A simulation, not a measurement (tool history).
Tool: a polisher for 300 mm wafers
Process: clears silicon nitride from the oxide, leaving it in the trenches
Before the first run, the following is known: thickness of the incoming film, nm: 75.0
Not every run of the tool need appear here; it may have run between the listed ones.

run,hour,flow of slurry (ml/min),pressure of the wafer on the pad (kPa),speed of the pad under the wafer (cm/s),overpolish time after the end point (s),time until the end point was called (s)
1,0,225,13.8,84,30,135.2
2,4.2,225,14.5,84,30,131.29
3,7.3,225,15.9,84,30,122.72
4,8,225,16.5,84,30,119.76
5,15.3,225,17.2,84,30,115.33
6,19.6,225,17.9,84,30,110.93

For run 7, what comes out?
7,26.6,225,18.6,84,30,?

time until the end point was called (s): 107.6

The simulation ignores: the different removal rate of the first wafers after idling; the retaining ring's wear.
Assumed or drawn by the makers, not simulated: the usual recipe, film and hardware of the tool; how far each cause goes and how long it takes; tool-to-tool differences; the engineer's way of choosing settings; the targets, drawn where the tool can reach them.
